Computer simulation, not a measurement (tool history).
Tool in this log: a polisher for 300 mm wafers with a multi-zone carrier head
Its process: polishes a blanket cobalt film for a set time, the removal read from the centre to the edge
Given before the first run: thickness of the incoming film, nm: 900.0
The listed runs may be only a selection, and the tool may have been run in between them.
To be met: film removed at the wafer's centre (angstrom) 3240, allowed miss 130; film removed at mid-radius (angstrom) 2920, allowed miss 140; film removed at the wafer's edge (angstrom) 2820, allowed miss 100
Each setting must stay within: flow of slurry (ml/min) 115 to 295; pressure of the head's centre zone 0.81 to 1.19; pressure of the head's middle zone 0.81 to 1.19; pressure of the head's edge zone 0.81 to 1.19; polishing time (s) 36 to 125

run	day	flow of slurry (ml/min)	pressure of the head's centre zone	pressure of the head's middle zone	pressure of the head's edge zone	polishing time (s)	film removed at the wafer's centre (angstrom)	film removed at mid-radius (angstrom)	film removed at the wafer's edge (angstrom)
1	0	190	1	1	1	80	2336.6	2178.8	2224.9
2	0.35	195	1.02	1.02	1.02	83	2504.1	2358	2317
3	0.708	200	1.03	1.02	1.04	86	2581.4	2398.2	2421.4
4	1.033	205	1.05	1.03	1.05	88	2679.9	2506	2485.8
5	1.167	205	1.07	1.03	1.05	90	2865.3	2576.4	2493.7
6	1.254	210	1.07	1.03	1.06	92	2863.5	2669.8	2638.4
7	1.588	215	1.08	1.03	1.06	93	3009.2	2696.2	2658.8
8	1.746	220	1.08	1.04	1.06	93	2917.1	2679.1	2659.8

Which single option among these 4 for the next run brings every result within its allowed miss of target? Just one does.
A	1.904	215	1	1.18	1.07	98	?	?	?
B	1.904	145	1.11	1.04	1.02	106	?	?	?
C	1.904	180	0.98	1.16	1.01	103	?	?	?
D	1.904	210	1.1	0.88	1.07	99	?	?	?

move	film removed at the wafer's centre (angstrom)	film removed at mid-radius (angstrom)	film removed at the wafer's edge (angstrom)
A	2923.1	3219.8	2777.1
B	3212.1	2906.8	2806.5
C	2919.9	3241.6	2800
D	3210	2527.5	2809.5
A: roughly where the last run was
B: each result inside its tolerance
C: roughly where the last run was
D: brings the last run's worst result on target, with another outside its allowed miss
Move B is the one to make.

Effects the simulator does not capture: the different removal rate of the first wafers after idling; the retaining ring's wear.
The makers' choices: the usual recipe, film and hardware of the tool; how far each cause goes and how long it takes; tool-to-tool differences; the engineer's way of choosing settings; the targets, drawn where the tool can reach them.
